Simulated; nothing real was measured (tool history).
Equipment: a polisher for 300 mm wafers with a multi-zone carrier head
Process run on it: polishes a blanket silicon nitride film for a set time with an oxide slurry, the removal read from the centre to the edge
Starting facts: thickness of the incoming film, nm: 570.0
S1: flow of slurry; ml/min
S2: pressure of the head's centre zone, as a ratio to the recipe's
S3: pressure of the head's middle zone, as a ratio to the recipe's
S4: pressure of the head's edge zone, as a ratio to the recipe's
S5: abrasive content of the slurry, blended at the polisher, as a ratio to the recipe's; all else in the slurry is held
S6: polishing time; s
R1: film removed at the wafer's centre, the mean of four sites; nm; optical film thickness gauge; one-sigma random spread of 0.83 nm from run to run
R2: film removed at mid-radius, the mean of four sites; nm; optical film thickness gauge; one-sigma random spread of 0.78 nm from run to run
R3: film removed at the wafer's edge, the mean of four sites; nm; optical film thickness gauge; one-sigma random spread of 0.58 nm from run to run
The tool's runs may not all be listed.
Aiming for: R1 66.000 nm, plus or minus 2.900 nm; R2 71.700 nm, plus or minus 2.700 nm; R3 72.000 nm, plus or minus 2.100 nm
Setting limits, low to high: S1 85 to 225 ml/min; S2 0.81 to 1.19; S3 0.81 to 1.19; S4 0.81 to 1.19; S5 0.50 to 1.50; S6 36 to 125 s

run 1 hour=0.0 | S1=145 S2=1.00 S3=1.00 S4=1.00 S5=1.00 S6=80 | R1=47.286 R2=46.764 R3=46.925
run 2 hour=4.9 | S1=145 S2=1.00 S3=1.06 S4=1.00 S5=1.00 S6=80 | R1=45.898 R2=50.048 R3=46.874
run 3 hour=7.1 | S1=155 S2=1.00 S3=1.06 S4=1.05 S5=1.15 S6=82 | R1=51.638 R2=55.125 R3=52.670
run 4 hour=11.0 | S1=155 S2=1.00 S3=1.06 S4=1.05 S5=1.25 S6=82 | R1=52.140 R2=57.771 R3=55.390
run 5 hour=19.7 | S1=160 S2=1.01 S3=1.06 S4=1.08 S5=1.35 S6=84 | R1=56.848 R2=59.203 R3=58.987
run 6 hour=25.6 | S1=160 S2=1.01 S3=1.02 S4=1.08 S5=1.35 S6=84 | R1=57.292 R2=57.156 R3=59.499
run 7 hour=26.5 | S1=170 S2=1.00 S3=1.04 S4=1.10 S5=1.40 S6=86 | R1=58.993 R2=62.146 R3=61.717
run 8 hour=28.5 | S1=160 S2=1.00 S3=1.05 S4=1.11 S5=1.45 S6=89 | R1=62.041 R2=64.282 R3=65.934
run 9 hour=32.6 | S1=165 S2=0.99 S3=1.06 S4=1.12 S5=1.45 S6=90 | R1=63.286 R2=66.751 R3=66.781

Which single option among these 4 for the next run brings every result within its allowed miss of target? Just one does.
run A hour=36.7 | S1=135 S2=1.12 S3=1.04 S4=1.11 S5=1.45 S6=87 | R1=? R2=? R3=?
run B hour=36.7 | S1=115 S2=0.91 S3=0.92 S4=1.19 S5=1.50 S6=100 | R1=? R2=? R3=?
run C hour=36.7 | S1=200 S2=0.98 S3=1.05 S4=1.15 S5=1.50 S6=93 | R1=? R2=? R3=?
run D hour=36.7 | S1=140 S2=1.00 S3=1.03 S4=1.13 S5=1.50 S6=93 | R1=? R2=? R3=?

move=A R1=64.865 R2=60.959 R3=62.339
move=B R1=58.818 R2=61.863 R3=73.293
move=C R1=66.152 R2=71.159 R3=72.000
move=D R1=63.130 R2=65.942 R3=68.387
A: misses by more than the last run did
B: meets the target for the result that was furthest off, but another lies outside its allowed miss
C: every result lands within tolerance
D: closer than the last run, but not yet in spec
Answer: C
